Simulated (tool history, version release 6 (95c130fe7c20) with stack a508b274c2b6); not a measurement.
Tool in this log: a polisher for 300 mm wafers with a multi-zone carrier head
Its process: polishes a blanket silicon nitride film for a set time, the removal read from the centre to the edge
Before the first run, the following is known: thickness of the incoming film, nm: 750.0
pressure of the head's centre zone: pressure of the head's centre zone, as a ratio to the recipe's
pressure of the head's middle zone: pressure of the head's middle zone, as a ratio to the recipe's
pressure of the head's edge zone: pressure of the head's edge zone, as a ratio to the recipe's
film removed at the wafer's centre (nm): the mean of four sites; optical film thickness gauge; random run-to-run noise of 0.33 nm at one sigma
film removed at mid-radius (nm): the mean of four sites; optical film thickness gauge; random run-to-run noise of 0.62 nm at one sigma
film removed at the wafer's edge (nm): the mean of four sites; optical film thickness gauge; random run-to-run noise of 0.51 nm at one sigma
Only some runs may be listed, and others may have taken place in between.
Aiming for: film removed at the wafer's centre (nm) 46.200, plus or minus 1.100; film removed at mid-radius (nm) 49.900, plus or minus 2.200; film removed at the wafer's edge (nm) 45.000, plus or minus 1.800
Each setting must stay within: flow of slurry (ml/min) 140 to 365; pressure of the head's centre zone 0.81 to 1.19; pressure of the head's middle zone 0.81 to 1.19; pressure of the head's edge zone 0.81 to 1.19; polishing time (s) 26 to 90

run,hour,flow of slurry (ml/min),pressure of the head's centre zone,pressure of the head's middle zone,pressure of the head's edge zone,polishing time (s),film removed at the wafer's centre (nm),film removed at mid-radius (nm),film removed at the wafer's edge (nm)
1,0.0,235,1.00,1.00,1.00,58,51.145,52.172,51.994
2,5.6,230,0.99,1.00,0.97,57,49.609,52.430,49.233
3,14.0,230,0.99,1.00,0.97,49,42.323,43.399,42.804
4,15.6,230,0.99,1.00,1.02,49,42.362,43.801,43.295
5,17.5,245,1.00,1.02,1.02,49,43.279,45.527,43.994
6,23.5,255,1.01,1.03,1.02,49,44.797,45.595,43.961
7,29.7,260,1.01,1.04,1.02,49,43.841,46.081,44.404
8,37.3,265,1.02,1.05,1.01,49,44.775,46.002,44.774
9,39.8,265,1.02,1.07,0.99,49,45.071,46.876,43.464

Pick the move, out of 5, that brings all results within their allowed miss; only one does.
A,42.3,265,1.05,1.16,0.87,50,?,?,?
B,42.3,295,1.07,1.05,0.89,48,?,?,?
C,42.3,365,1.03,1.07,0.98,45,?,?,?
D,42.3,315,1.07,1.10,0.95,47,?,?,?
E,42.3,330,1.02,1.09,1.01,50,?,?,?

move,film removed at the wafer's centre (nm),film removed at mid-radius (nm),film removed at the wafer's edge (nm)
A,46.632,51.668,41.813
B,45.977,46.007,40.935
C,42.572,44.624,40.683
D,45.329,47.144,41.468
E,46.501,49.967,45.570
A: gets the furthest-off result to its target, but another result is out of tolerance
B: further off than the last run
C: further off than the last run
D: further off than the last run
E: every result within its allowed miss
Correct choice: E, which meets every target

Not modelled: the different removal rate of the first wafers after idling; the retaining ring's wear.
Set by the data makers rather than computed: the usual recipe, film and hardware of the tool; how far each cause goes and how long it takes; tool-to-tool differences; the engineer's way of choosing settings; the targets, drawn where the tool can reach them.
